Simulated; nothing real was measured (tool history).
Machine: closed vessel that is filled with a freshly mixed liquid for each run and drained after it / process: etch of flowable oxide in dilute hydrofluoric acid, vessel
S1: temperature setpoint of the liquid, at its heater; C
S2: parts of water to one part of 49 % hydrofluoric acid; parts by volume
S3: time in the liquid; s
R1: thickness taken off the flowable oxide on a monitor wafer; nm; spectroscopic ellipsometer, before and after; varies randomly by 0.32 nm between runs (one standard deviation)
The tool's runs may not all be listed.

{"run": 1, "hour": 0.0, "S1": 23.0, "S2": 145, "S3": 85, "R1": 33.461}
{"run": 2, "hour": 4.4, "S1": 23.0, "S2": 120, "S3": 85, "R1": 41.536}
{"run": 3, "hour": 8.0, "S1": 21.5, "S2": 120, "S3": 85, "R1": 39.105}
{"run": 4, "hour": 15.2, "S1": 21.5, "S2": 165, "S3": 85, "R1": 27.233}
{"run": 5, "hour": 22.9, "S1": 18.5, "S2": 165, "S3": 85, "R1": 23.943}
{"run": 6, "hour": 24.2, "S1": 18.5, "S2": 125, "S3": 85, "R1": 33.037}
{"run": 7, "hour": 29.5, "S1": 22.0, "S2": 125, "S3": 85, "R1": 37.98}
{"run": 8, "hour": 33.1, "S1": 24.5, "S2": 125, "S3": 85, "R1": 41.429}
{"run": 9, "hour": 37.2, "S1": 26.5, "S2": 125, "S3": 85, "R1": 44.723}

Predict the results of run 10:
{"run": 10, "hour": 43.6, "S1": 28.0, "S2": 125, "S3": 85, "R1": "?"}

R1: 48.051 nm

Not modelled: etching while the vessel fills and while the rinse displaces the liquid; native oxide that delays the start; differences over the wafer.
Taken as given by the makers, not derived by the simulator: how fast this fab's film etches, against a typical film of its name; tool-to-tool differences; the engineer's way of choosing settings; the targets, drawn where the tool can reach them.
